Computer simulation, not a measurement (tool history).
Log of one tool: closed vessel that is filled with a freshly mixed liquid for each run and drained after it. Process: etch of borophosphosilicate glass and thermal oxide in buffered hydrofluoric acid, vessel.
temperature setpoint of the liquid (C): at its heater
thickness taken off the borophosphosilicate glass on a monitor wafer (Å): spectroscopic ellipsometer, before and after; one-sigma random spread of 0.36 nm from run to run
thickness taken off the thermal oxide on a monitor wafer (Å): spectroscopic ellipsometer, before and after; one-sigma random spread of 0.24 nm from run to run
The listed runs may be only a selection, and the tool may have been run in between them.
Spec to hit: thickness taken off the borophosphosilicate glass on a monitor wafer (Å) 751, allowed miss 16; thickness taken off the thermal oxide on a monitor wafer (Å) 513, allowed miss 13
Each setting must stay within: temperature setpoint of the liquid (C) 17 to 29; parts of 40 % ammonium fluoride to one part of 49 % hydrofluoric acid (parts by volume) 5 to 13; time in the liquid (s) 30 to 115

run,day,temperature setpoint of the liquid (C),parts of 40 % ammonium fluoride to one part of 49 % hydrofluoric acid (parts by volume),time in the liquid (s),thickness taken off the borophosphosilicate glass on a monitor wafer (Å),thickness taken off the thermal oxide on a monitor wafer (Å)
1,0,21,8,60,919.26,630
2,0.167,20.5,8,60,900.4,608.24
3,0.45,22.5,8,60,997.96,678.87
4,0.696,22.5,8,70,1174.4,793.37
5,0.992,22.5,8,85,1420.8,967.97
6,1.129,22.5,9,85,1246.4,850.31
7,1.417,21.5,9,85,1172.6,802.6
8,1.483,21,9,85,1146.8,772.7
9,1.796,20.5,9,85,1120.1,761.44
10,2.175,20,9,85,1080.1,737.91
11,2.288,19.5,9,85,1061,721.48
# day 2.662: thermometer replaced
12,2.662,19,9,85,1125.5,765.46
13,2.883,18.5,9.5,85,1060.5,713.71
14,2.958,17,12,85,779.39,531.25

Which single option among these 4 for the next run brings every result within its allowed miss of target? Just one does.
A,3.033,17,13,85,?,?
B,3.033,17,9,60,?,?
C,3.033,20,13,75,?,?
D,3.033,17,10.5,80,?,?

move,thickness taken off the borophosphosilicate glass on a monitor wafer (Å),thickness taken off the thermal oxide on a monitor wafer (Å)
A,724.85,490.06
B,708.86,477.73
C,756.3,512.43
D,842.05,568.38
A: pushes the last run's worst result past its target
B: pushes the last run's worst result past its target
C: all results in spec
D: moves away from the targets compared with the last run
The right move is C.
